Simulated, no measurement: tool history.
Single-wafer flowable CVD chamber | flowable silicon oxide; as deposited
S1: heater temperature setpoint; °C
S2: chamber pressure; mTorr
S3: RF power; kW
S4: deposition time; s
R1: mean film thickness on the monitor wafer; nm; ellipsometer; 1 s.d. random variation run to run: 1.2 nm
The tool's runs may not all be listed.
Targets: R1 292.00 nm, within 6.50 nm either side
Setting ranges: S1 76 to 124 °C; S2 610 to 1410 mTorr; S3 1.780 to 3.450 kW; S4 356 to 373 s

{"run": 1, "hour": 0.0, "S1": 100, "S2": 1010, "S3": 2.615, "S4": 373, "R1": 339.99}
{"run": 2, "hour": 5.1, "S1": 100, "S2": 1080, "S3": 2.615, "S4": 373, "R1": 360.33}
{"run": 3, "hour": 13.1, "S1": 100, "S2": 1080, "S3": 2.755, "S4": 373, "R1": 361.77}
{"run": 4, "hour": 18.1, "S1": 101, "S2": 1080, "S3": 2.755, "S4": 373, "R1": 347.98}
{"run": 5, "hour": 23.3, "S1": 102, "S2": 1080, "S3": 2.755, "S4": 373, "R1": 333.04}
{"run": 6, "hour": 26.5, "S1": 102, "S2": 1080, "S3": 3.0, "S4": 373, "R1": 337.26}
{"run": 7, "hour": 32.6, "S1": 103, "S2": 1080, "S3": 3.0, "S4": 373, "R1": 324.32}
{"run": 8, "hour": 37.7, "S1": 103, "S2": 1080, "S3": 3.0, "S4": 373, "R1": 320.71}
{"run": 9, "hour": 39.4, "S1": 104, "S2": 1080, "S3": 3.0, "S4": 373, "R1": 313.12}
{"run": 10, "hour": 47.9, "S1": 105, "S2": 1080, "S3": 3.0, "S4": 373, "R1": 299.84}

Next run, 5 choices. One meets every target within its allowed miss, the rest don't. Which?
{"run": "A", "hour": 56.4, "S1": 106, "S2": 1060, "S3": 3.055, "S4": 370, "R1": "?"}
{"run": "B", "hour": 56.4, "S1": 108, "S2": 1130, "S3": 3.12, "S4": 373, "R1": "?"}
{"run": "C", "hour": 56.4, "S1": 106, "S2": 1140, "S3": 3.4, "S4": 360, "R1": "?"}
{"run": "D", "hour": 56.4, "S1": 105, "S2": 1080, "S3": 2.5, "S4": 356, "R1": "?"}
{"run": "E", "hour": 56.4, "S1": 102, "S2": 990, "S3": 3.035, "S4": 373, "R1": "?"}

move=A R1=283.78
move=B R1=279.95
move=C R1=294.80
move=D R1=281.50
move=E R1=314.17
A: takes the result that was furthest off past its target
B: takes the result that was furthest off past its target
C: hits every target within its allowed miss
D: takes the result that was furthest off past its target
E: misses by more than the last run did
Correct choice: C, which meets every target
